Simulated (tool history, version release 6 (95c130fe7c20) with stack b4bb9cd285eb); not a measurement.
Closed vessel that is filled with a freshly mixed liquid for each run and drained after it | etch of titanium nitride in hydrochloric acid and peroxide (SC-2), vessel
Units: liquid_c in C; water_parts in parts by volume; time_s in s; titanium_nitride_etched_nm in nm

run	hour	liquid_c	water_parts	time_s	titanium_nitride_etched_nm
1	0	55	6	75	2.0075
2	2.5	50	6	75	1.434
3	9.3	50	4	75	1.9069
4	16.6	47.5	4.5	75	1.4991
5	17.2	41	4.5	75	0.95819
6	26	41	4.5	50	0.63768
7	30.7	41.5	4.5	50	0.65852
8	34.4	42	4.5	50	0.6816
9	35.3	42.5	4.5	50	0.70206
10	42.9	43	4.5	50	0.73388

Run 11 comes next. What will it give?
11	44.5	43.5	4.5	50	?

titanium_nitride_etched_nm: 0.75879 nm
